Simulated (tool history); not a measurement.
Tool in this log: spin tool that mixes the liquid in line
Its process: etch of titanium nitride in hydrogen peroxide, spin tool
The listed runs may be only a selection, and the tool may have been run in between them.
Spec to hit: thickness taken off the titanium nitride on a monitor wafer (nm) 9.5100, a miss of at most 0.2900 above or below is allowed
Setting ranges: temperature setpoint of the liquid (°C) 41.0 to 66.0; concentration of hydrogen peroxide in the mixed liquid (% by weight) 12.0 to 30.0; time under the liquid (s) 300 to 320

run  hour  temperature setpoint of the liquid (°C)  concentration of hydrogen peroxide in the mixed liquid (% by weight)  time under the liquid (s)  thickness taken off the titanium nitride on a monitor wafer (nm)
  1   0.0                                     57.0                                                                  22.5                        300                                                           25.1460
  2   5.5                                     57.0                                                                  22.5                        300                                                           25.2250
  3  10.2                                     62.5                                                                  22.5                        300                                                           36.7410
  4  11.3                                     57.0                                                                  22.5                        300                                                           25.1270
  5  13.1                                     53.0                                                                  22.5                        300                                                           19.0660
  6  15.2                                     49.0                                                                  22.5                        300                                                           14.3900
  7  23.2                                     47.5                                                                  22.5                        300                                                           12.8760
     24.6  -- thermometer replaced
  8  24.6                                     46.5                                                                  22.5                        300                                                           10.2300

Which single option among these 4 for the next run brings every result within its allowed miss of target? Just one does.
  A  26.0                                     46.5                                                                  22.5                        305                                                                 ?
  B  26.0                                     45.0                                                                  28.0                        300                                                                 ?
  C  26.0                                     46.0                                                                  23.5                        305                                                                 ?
  D  26.0                                     46.5                                                                  21.0                        300                                                                 ?

move  thickness taken off the titanium nitride on a monitor wafer (nm)
   A                                                           10.5340
   B                                                            9.7232
   C                                                           10.2470
   D                                                           10.2080
A: its largest miss is bigger than the last run's
B: meets every target
C: about the same distance from the targets as the last run
D: about the same distance from the targets as the last run
Move B is the one to make.

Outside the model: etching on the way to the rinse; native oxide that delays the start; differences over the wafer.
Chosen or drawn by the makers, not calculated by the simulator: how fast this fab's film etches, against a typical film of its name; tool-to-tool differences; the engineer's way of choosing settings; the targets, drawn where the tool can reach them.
